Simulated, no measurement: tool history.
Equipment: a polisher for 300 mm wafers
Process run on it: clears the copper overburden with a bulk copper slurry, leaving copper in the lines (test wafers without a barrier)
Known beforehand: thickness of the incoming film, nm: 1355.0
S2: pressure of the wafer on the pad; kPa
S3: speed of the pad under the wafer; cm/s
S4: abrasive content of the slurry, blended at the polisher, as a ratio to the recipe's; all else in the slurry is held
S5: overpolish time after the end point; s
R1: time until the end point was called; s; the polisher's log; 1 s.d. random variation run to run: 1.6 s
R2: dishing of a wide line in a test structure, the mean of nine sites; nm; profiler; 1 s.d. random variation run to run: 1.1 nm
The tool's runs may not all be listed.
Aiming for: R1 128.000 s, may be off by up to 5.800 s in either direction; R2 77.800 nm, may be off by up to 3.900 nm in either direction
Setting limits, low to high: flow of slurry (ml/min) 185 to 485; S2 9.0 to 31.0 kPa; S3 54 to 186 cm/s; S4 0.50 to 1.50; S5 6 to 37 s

Run 1, hour 0.0: flow of slurry (ml/min) 310, S2 20.0 kPa, S3 118 cm/s, S4 1.00, S5 19 s. Result: R1 95.745 s, R2 102.210 nm.
Run 2, hour 4.5: flow of slurry (ml/min) 310, S2 20.0 kPa, S3 102 cm/s, S4 1.00, S5 19 s. Result: R1 111.980 s, R2 94.912 nm.
Run 3, hour 9.6: flow of slurry (ml/min) 380, S2 20.0 kPa, S3 102 cm/s, S4 1.00, S5 19 s. Result: R1 113.950 s, R2 97.709 nm.
Run 4, hour 13.6: flow of slurry (ml/min) 345, S2 20.0 kPa, S3 102 cm/s, S4 1.00, S5 19 s. Result: R1 114.560 s, R2 96.366 nm.
Run 5, hour 17.6: flow of slurry (ml/min) 345, S2 20.0 kPa, S3 102 cm/s, S4 0.85, S5 19 s. Result: R1 116.590 s, R2 97.911 nm.
Run 6, hour 25.7: flow of slurry (ml/min) 340, S2 19.3 kPa, S3 102 cm/s, S4 0.85, S5 18 s. Result: R1 125.240 s, R2 89.681 nm.
Run 7, hour 27.8: flow of slurry (ml/min) 340, S2 19.3 kPa, S3 102 cm/s, S4 0.85, S5 17 s. Result: R1 120.660 s, R2 85.359 nm.
Run 8, hour 34.1: flow of slurry (ml/min) 340, S2 18.6 kPa, S3 102 cm/s, S4 0.85, S5 16 s. Result: R1 124.710 s, R2 80.311 nm.

4 candidate next runs follow, results not yet known. Just one meets every target within its allowed miss. Identify it.
Run A, hour 40.4: flow of slurry (ml/min) 420, S2 16.5 kPa, S3 114 cm/s, S4 1.00, S5 18 s. Result: R1 ?, R2 ?.
Run B, hour 40.4: flow of slurry (ml/min) 300, S2 11.7 kPa, S3 142 cm/s, S4 1.40, S5 17 s. Result: R1 ?, R2 ?.
Run C, hour 40.4: flow of slurry (ml/min) 390, S2 15.9 kPa, S3 126 cm/s, S4 1.00, S5 15 s. Result: R1 ?, R2 ?.
Run D, hour 40.4: flow of slurry (ml/min) 260, S2 20.0 kPa, S3 102 cm/s, S4 0.90, S5 17 s. Result: R1 ?, R2 ?.

move       R1      R2
   A  120.350  88.072
   B  128.380  77.314
   C  114.330  81.431
   D  118.660  88.865
A: misses by more than the last run did
B: hits every target within its allowed miss
C: brings the last run's worst result on target, with another outside its allowed miss
D: misses by more than the last run did
So the answer is move B, the one that meets all the targets.
